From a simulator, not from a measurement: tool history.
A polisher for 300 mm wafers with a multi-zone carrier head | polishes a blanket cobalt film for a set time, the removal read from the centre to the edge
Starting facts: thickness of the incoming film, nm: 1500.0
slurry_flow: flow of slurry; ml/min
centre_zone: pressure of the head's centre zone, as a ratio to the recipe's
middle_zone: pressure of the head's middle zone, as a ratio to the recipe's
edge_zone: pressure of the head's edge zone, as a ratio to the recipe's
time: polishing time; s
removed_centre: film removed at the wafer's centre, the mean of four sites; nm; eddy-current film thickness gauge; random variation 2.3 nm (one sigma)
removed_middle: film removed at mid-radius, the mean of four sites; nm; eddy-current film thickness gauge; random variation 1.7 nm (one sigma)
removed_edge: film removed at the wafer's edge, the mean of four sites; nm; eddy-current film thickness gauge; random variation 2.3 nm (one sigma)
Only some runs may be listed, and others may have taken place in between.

run	hour	slurry_flow	centre_zone	middle_zone	edge_zone	time	removed_centre	removed_middle	removed_edge
1	0.0	125	1.00	1.00	1.00	55	489.79	490.95	467.33
2	5.0	125	1.00	1.00	1.06	55	482.91	488.57	474.97
3	8.8	125	1.00	1.00	1.06	50	443.28	444.85	428.21
4	15.1	150	1.00	1.00	1.06	50	467.71	463.86	445.75
5	18.6	130	1.00	1.00	1.06	50	448.96	453.10	433.03
6	23.8	130	0.97	1.00	1.06	50	431.02	454.01	432.98
7	26.2	130	0.97	1.00	1.06	50	434.64	455.98	430.01
8	28.7	120	0.98	0.97	1.08	47	404.23	409.16	400.91
# hour 36.6: edge zone pressure recalibrated
9	36.6	115	0.98	0.95	1.10	45	385.83	380.75	412.19
10	38.4	80	1.00	0.85	1.00	30	232.20	209.37	249.32
11	47.0	90	1.00	0.85	1.01	30	242.77	217.22	254.56
12	54.3	95	1.00	0.85	1.02	30	244.86	217.05	255.37
13	59.5	100	1.00	0.85	1.04	30	250.24	220.97	261.06
14	65.2	105	1.00	0.85	1.06	30	249.93	227.67	268.12

Run 15 has not been measured yet. What should we expect?
15	71.8	110	1.01	0.85	1.07	30	?	?	?

{"run 15": {"removed_centre": 259.26, "removed_middle": 227.83, "removed_edge": 266.11}}
